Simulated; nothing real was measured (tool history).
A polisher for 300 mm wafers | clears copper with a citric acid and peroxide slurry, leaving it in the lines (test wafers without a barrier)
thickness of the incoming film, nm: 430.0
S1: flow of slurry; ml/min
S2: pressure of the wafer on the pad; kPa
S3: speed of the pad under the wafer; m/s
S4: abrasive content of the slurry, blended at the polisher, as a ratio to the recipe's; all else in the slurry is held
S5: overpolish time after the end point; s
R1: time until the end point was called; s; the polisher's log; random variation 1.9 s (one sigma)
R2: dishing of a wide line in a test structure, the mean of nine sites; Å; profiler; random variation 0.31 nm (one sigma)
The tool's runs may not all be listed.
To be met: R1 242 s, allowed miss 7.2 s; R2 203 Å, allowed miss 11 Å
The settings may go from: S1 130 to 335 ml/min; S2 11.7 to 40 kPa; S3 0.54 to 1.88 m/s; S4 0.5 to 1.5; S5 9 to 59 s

run  hour   S1    S2    S3  S4  S5      R1      R2
  1     0  215  25.5   1.2   1  30  167.14  446.91
  2   6.7  220  22.1   1.2   1  23  190.72  324.78
  3  13.5  220    20   1.2   1  20  211.47   270.1
  4  14.2  265    20   1.2   1  20  207.62  280.41
  5  20.7  265    20   1.2   1   9  208.19  138.77
  6  22.2  265  22.8   1.2   1   9  183.24  155.32
  7  23.7  235  16.5  1.16   1  23  259.18  254.39
  8  26.1  240  17.2  1.16   1  21  244.72  243.41
  9  29.7  240  17.2  1.16   1  20  249.15  239.34
 10  38.7  240  17.2  1.16   1  19  246.38   227.3
 11  41.9  240  17.2  1.16   1  18  245.27  220.35

Which of these 5 next moves meets every target?
  A  45.1  315  15.9  1.18  1.15  19   ?   ?
  B  45.1  200  12.4   1.6  1.25  22   ?   ?
  C  45.1  250  17.2   1.3   0.8  23   ?   ?
  D  45.1  235  15.2  1.36   1.1  16   ?   ?
  E  45.1  195  19.3  0.98   1.1  19   ?   ?

move      R1      R2
   A  247.32  229.69
   B  253.14  251.65
   C  244.51  271.36
   D     242  202.18
   E  245.51   232.4
A: further off than the last run
B: further off than the last run
C: further off than the last run
D: meets every target
E: further off than the last run
Answer: D
